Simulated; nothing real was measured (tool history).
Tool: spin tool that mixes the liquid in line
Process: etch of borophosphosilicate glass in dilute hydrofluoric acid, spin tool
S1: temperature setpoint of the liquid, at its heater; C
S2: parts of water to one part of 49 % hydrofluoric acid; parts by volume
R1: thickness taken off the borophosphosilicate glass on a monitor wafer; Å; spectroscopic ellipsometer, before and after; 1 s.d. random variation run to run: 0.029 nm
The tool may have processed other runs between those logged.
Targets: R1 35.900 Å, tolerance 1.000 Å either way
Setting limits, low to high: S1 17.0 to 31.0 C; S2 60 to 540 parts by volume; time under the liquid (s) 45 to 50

Run 1, hour 0.0: S1 23.0 C, S2 300 parts by volume, time under the liquid (s) 45. Result: R1 66.854 Å.
Run 2, hour 6.9: S1 21.0 C, S2 335 parts by volume, time under the liquid (s) 45. Result: R1 53.645 Å.
Run 3, hour 8.5: S1 21.0 C, S2 335 parts by volume, time under the liquid (s) 45. Result: R1 53.228 Å.
Run 4, hour 14.4: S1 21.0 C, S2 405 parts by volume, time under the liquid (s) 45. Result: R1 41.795 Å.
Run 5, hour 19.6: S1 21.0 C, S2 320 parts by volume, time under the liquid (s) 45. Result: R1 56.675 Å.
Run 6, hour 21.8: S1 21.0 C, S2 370 parts by volume, time under the liquid (s) 45. Result: R1 47.640 Å.
Run 7, hour 23.5: S1 19.5 C, S2 385 parts by volume, time under the liquid (s) 45. Result: R1 43.071 Å.
Run 8, hour 26.2: S1 19.0 C, S2 395 parts by volume, time under the liquid (s) 45. Result: R1 39.822 Å.
Run 9, hour 27.6: S1 18.5 C, S2 400 parts by volume, time under the liquid (s) 45. Result: R1 39.164 Å.

Below are 4 possible settings for the next run. Only one of them brings all results inside the allowed miss of their targets. Which is it?
Run A, hour 29.0: S1 17.0 C, S2 440 parts by volume, time under the liquid (s) 50. Result: R1 ?.
Run B, hour 29.0: S1 21.5 C, S2 450 parts by volume, time under the liquid (s) 50. Result: R1 ?.
Run C, hour 29.0: S1 17.0 C, S2 390 parts by volume, time under the liquid (s) 50. Result: R1 ?.
Run D, hour 29.0: S1 24.5 C, S2 455 parts by volume, time under the liquid (s) 50. Result: R1 ?.

move      R1
   A  36.209
   B  41.175
   C  42.385
   D  44.821
A: in spec on every target
B: the biggest miss grows against the last run
C: the biggest miss grows against the last run
D: the biggest miss grows against the last run
So the answer is move A, the one that meets all the targets.
